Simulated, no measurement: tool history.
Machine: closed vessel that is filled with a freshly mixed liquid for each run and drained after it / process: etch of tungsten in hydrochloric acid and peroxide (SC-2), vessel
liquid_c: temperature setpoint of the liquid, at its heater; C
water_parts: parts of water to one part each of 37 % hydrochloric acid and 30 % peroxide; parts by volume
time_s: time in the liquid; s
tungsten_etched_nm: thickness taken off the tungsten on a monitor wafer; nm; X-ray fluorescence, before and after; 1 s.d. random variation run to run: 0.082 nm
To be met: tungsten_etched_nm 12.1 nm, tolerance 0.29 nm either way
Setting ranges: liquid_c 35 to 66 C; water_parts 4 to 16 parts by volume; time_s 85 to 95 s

run 1 hour=0 | liquid_c=50 water_parts=9 time_s=85 | tungsten_etched_nm=15.062
run 2 hour=1.9 | liquid_c=49.5 water_parts=9 time_s=85 | tungsten_etched_nm=14.645
run 3 hour=6.4 | liquid_c=49.5 water_parts=9 time_s=85 | tungsten_etched_nm=14.744
run 4 hour=9.3 | liquid_c=49.5 water_parts=7.5 time_s=85 | tungsten_etched_nm=16.719
run 5 hour=14.7 | liquid_c=49.5 water_parts=9.5 time_s=85 | tungsten_etched_nm=13.961
run 6 hour=18.5 | liquid_c=49.5 water_parts=9.5 time_s=95 | tungsten_etched_nm=15.733
run 7 hour=26 | liquid_c=49 water_parts=9.5 time_s=95 | tungsten_etched_nm=15.006
run 8 hour=34 | liquid_c=48.5 water_parts=9.5 time_s=95 | tungsten_etched_nm=14.578
run 9 hour=36.3 | liquid_c=48 water_parts=9.5 time_s=95 | tungsten_etched_nm=14.156
run 10 hour=44.5 | liquid_c=45 water_parts=9.5 time_s=95 | tungsten_etched_nm=11.592

Exercise: of the 5 proposed moves below, exactly one satisfies all targets within the stated allowed misses. Which move is it?
run A hour=52.7 | liquid_c=46.5 water_parts=9 time_s=90 | tungsten_etched_nm=?
run B hour=52.7 | liquid_c=48 water_parts=10 time_s=85 | tungsten_etched_nm=?
run C hour=52.7 | liquid_c=47 water_parts=9 time_s=90 | tungsten_etched_nm=?
run D hour=52.7 | liquid_c=49.5 water_parts=12 time_s=95 | tungsten_etched_nm=?
run E hour=52.7 | liquid_c=43.5 water_parts=7.5 time_s=85 | tungsten_etched_nm=?

move=A tungsten_etched_nm=12.723
move=B tungsten_etched_nm=12.195
move=C tungsten_etched_nm=13.164
move=D tungsten_etched_nm=12.921
move=E tungsten_etched_nm=11.319
A: takes the biggest miss from the last run beyond its target
B: all results land within tolerance of their targets
C: takes the biggest miss from the last run beyond its target
D: takes the biggest miss from the last run beyond its target
E: moves away from the targets compared with the last run
So the answer is move B, the one that meets all the targets.
